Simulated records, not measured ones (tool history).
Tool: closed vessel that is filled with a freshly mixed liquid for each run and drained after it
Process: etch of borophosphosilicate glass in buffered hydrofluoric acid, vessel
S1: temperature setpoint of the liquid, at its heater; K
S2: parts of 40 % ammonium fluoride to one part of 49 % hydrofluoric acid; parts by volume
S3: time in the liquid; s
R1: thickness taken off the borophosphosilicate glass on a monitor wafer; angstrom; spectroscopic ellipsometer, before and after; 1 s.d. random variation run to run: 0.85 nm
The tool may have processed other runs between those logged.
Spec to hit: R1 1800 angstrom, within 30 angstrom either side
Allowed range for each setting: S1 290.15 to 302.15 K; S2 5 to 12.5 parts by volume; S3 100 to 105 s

run  hour      S1   S2   S3      R1
  1     0  294.15  7.5  100  1967.4
  2   3.6  294.15  7.5  105  2075.1
  3   6.9  293.65  7.5  105    2007
  4  14.1  290.65  7.5  105    1711
  5    20  290.65  7.5  100  1615.5
  6  24.1  290.15  7.5  100  1562.8
  7    27  290.15  7.5  100  1576.7
  8    36  290.65  7.5  100  1621.2
  9  42.9  291.15  7.5  100    1674
 10  44.7  291.15  7.5  100  1666.7
 11  49.9  291.65  7.5  100  1700.5
 12  57.9  292.15  7.5  100  1759.3

Next run, 5 choices. One meets every target within its allowed miss, the rest don't. Which?
  A  65.9  294.15    9  105   ?
  B  65.9  292.15    8  105   ?
  C  65.9  292.65  7.5  100   ?
  D  65.9  293.65    8  105   ?
  E  65.9  293.15    8  100   ?

move      R1
   A    1679
   B    1711
   C  1798.2
   D  1858.8
   E  1722.2
A: its largest miss is bigger than the last run's
B: its largest miss is bigger than the last run's
C: in spec on every target
D: pushes the last run's worst result past its target
E: its largest miss is bigger than the last run's
C is the move that brings every result within its allowed miss.
